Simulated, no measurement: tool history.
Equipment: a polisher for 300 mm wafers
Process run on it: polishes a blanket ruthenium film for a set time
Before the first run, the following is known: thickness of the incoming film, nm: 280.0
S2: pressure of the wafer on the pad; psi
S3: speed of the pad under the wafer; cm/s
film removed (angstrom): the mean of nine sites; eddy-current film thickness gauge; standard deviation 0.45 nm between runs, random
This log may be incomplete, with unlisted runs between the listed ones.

{"run": 1, "hour": 0.0, "flow of slurry (ml/min)": 150, "S2": 2.7, "S3": 114, "polishing time (s)": 43, "film removed (angstrom)": 692.43}
{"run": 2, "hour": 8.3, "flow of slurry (ml/min)": 145, "S2": 2.6, "S3": 114, "polishing time (s)": 43, "film removed (angstrom)": 667.86}
{"run": 3, "hour": 10.0, "flow of slurry (ml/min)": 145, "S2": 2.5, "S3": 114, "polishing time (s)": 43, "film removed (angstrom)": 645.68}
{"run": 4, "hour": 17.5, "flow of slurry (ml/min)": 145, "S2": 2.5, "S3": 128, "polishing time (s)": 43, "film removed (angstrom)": 696.19}
{"run": 5, "hour": 18.1, "flow of slurry (ml/min)": 145, "S2": 2.5, "S3": 128, "polishing time (s)": 43, "film removed (angstrom)": 709.49}
{"run": 6, "hour": 20.5, "flow of slurry (ml/min)": 145, "S2": 2.4, "S3": 128, "polishing time (s)": 43, "film removed (angstrom)": 678.16}

What will run 7 give?
{"run": 7, "hour": 26.0, "flow of slurry (ml/min)": 145, "S2": 2.3, "S3": 128, "polishing time (s)": 43, "film removed (angstrom)": "?"}

Run 7 produced film removed (angstrom) 656.45.
